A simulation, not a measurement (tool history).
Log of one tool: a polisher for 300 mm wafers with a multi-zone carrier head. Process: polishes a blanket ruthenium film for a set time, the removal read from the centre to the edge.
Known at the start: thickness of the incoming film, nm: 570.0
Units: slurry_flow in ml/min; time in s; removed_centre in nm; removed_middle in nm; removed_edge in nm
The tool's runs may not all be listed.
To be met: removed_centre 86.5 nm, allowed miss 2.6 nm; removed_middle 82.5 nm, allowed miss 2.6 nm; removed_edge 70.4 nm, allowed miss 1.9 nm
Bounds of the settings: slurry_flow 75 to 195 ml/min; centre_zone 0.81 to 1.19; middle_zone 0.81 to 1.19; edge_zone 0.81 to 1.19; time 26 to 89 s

run,day,slurry_flow,centre_zone,middle_zone,edge_zone,time,removed_centre,removed_middle,removed_edge
1,0,125,1,1,1,57,74.459,75.626,76.11
2,0.104,135,1.02,1.02,0.96,56,76.899,76.933,75.108
3,0.283,140,1.04,1.04,0.93,55,77.089,78.278,72.724
4,0.438,140,1.04,1.04,0.93,44,61.666,63.26,58.409
5,0.746,140,1.04,0.98,0.93,44,61.722,59.962,58.454
6,1.046,150,1.07,1.02,0.94,45,67.689,64.376,60.22
7,1.383,160,1.08,1.05,0.96,46,70.128,68.189,62.494
8,1.683,165,1.1,1.07,0.98,47,74.119,70.332,65.643
9,1.746,170,1.11,1.09,0.98,47,74.435,73.677,65.896

4 next moves are on the table. One of them brings every result within its allowed miss. Which?
A,1.808,145,1.01,1.03,1.09,48,?,?,?
B,1.808,115,0.88,0.94,1.19,52,?,?,?
C,1.808,145,1.03,1.18,1.07,50,?,?,?
D,1.808,190,1.11,1.07,0.85,53,?,?,?

move,removed_centre,removed_middle,removed_edge
A,66.644,68.373,68.562
B,58.28,64.321,74.494
C,70.881,80.013,70.617
D,86.72,82.833,70.149
A: further off than the last run
B: further off than the last run
C: further off than the last run
D: meets every target
Move D is the one to make.
